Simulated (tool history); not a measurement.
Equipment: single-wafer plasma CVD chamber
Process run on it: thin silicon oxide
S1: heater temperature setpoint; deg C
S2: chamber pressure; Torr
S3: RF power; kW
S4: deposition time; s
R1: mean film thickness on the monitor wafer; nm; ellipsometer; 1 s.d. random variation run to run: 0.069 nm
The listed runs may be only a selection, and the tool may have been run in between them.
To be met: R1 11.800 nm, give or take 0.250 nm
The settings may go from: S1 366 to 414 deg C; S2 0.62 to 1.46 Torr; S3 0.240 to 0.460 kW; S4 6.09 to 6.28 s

| run | day | S1 | S2 | S3 | S4 | R1 |
|---|---|---|---|---|---|---|
| 1 | 0.000 | 390 | 1.04 | 0.350 | 6.09 | 14.773 |
| 2 | 0.142 | 390 | 0.97 | 0.350 | 6.09 | 14.249 |
| 3 | 0.417 | 390 | 1.13 | 0.350 | 6.09 | 15.498 |
| 4 | 0.458 | 390 | 1.01 | 0.350 | 6.09 | 14.761 |
| 5 | 0.517 | 390 | 1.01 | 0.385 | 6.09 | 15.259 |
| 6 | 0.696 | 390 | 0.93 | 0.375 | 6.09 | 14.256 |
| 7 | 0.808 | 390 | 0.72 | 0.365 | 6.09 | 11.317 |
| 8 | 0.846 | 390 | 0.73 | 0.365 | 6.09 | 11.472 |

Below are 4 possible settings for the next run. Only one of them brings all results inside the allowed miss of their targets. Which is it?
| A | 0.883 | 393 | 0.77 | 0.380 | 6.28 | ? |
| B | 0.883 | 380 | 0.68 | 0.395 | 6.09 | ? |
| C | 0.883 | 388 | 0.75 | 0.375 | 6.09 | ? |
| D | 0.883 | 382 | 0.66 | 0.370 | 6.28 | ? |

| move | R1 |
|---|---|
| A | 12.635 |
| B | 11.181 |
| C | 11.938 |
| D | 10.882 |
A: the result that was furthest off in the last run now lies on the other side of its target
B: the biggest miss grows against the last run
C: hits every target within its allowed miss
D: the biggest miss grows against the last run
So the answer is move C, the one that meets all the targets.
